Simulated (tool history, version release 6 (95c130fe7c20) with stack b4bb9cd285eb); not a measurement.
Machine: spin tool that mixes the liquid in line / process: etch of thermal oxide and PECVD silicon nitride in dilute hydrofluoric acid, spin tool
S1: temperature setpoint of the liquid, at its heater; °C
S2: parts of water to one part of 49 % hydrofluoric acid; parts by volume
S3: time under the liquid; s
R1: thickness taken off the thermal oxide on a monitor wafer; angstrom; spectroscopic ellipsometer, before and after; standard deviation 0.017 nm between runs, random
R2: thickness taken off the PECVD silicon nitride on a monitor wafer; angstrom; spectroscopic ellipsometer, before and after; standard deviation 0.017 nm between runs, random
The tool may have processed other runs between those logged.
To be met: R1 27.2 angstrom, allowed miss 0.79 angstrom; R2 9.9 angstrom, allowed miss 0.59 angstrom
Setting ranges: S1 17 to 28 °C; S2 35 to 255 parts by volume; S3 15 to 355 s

Run 1, hour 0: S1 20 °C, S2 145 parts by volume, S3 180 s. Result: R1 44.511 angstrom, R2 16.634 angstrom.
Run 2, hour 5.8: S1 19.5 °C, S2 150 parts by volume, S3 180 s. Result: R1 42.127 angstrom, R2 15.416 angstrom.
Run 3, hour 13.8: S1 18 °C, S2 150 parts by volume, S3 180 s. Result: R1 39.754 angstrom, R2 14.054 angstrom.
Run 4, hour 20.6: S1 17 °C, S2 150 parts by volume, S3 180 s. Result: R1 37.844 angstrom, R2 12.701 angstrom.
Run 5, hour 27.8: S1 17 °C, S2 155 parts by volume, S3 180 s. Result: R1 36.825 angstrom, R2 12.604 angstrom.
Run 6, hour 32.4: S1 17 °C, S2 160 parts by volume, S3 180 s. Result: R1 35.082 angstrom, R2 12.23 angstrom.
Run 7, hour 34.5: S1 17 °C, S2 165 parts by volume, S3 180 s. Result: R1 33.975 angstrom, R2 11.999 angstrom.
Run 8, hour 40: S1 17 °C, S2 170 parts by volume, S3 180 s. Result: R1 33.324 angstrom, R2 11.442 angstrom.
Run 9, hour 47: S1 17 °C, S2 175 parts by volume, S3 180 s. Result: R1 31.727 angstrom, R2 11.153 angstrom.

Pick the move, out of 5, that brings all results within their allowed miss; only one does.
Run A, hour 54: S1 20 °C, S2 160 parts by volume, S3 155 s. Result: R1 ?, R2 ?.
Run B, hour 54: S1 21 °C, S2 140 parts by volume, S3 140 s. Result: R1 ?, R2 ?.
Run C, hour 54: S1 25.5 °C, S2 240 parts by volume, S3 150 s. Result: R1 ?, R2 ?.
Run D, hour 54: S1 26.5 °C, S2 245 parts by volume, S3 150 s. Result: R1 ?, R2 ?.
Run E, hour 54: S1 17 °C, S2 195 parts by volume, S3 175 s. Result: R1 ?, R2 ?.

move      R1      R2
   A   34.02  13.026
   B  37.314  14.325
   C  24.807  12.026
   D  25.035  12.522
   E  27.036   9.934
A: lands further from the targets than the last run did
B: lands further from the targets than the last run did
C: the result that was furthest off in the last run now lies on the other side of its target
D: the result that was furthest off in the last run now lies on the other side of its target
E: hits every target within its allowed miss
Answer: E
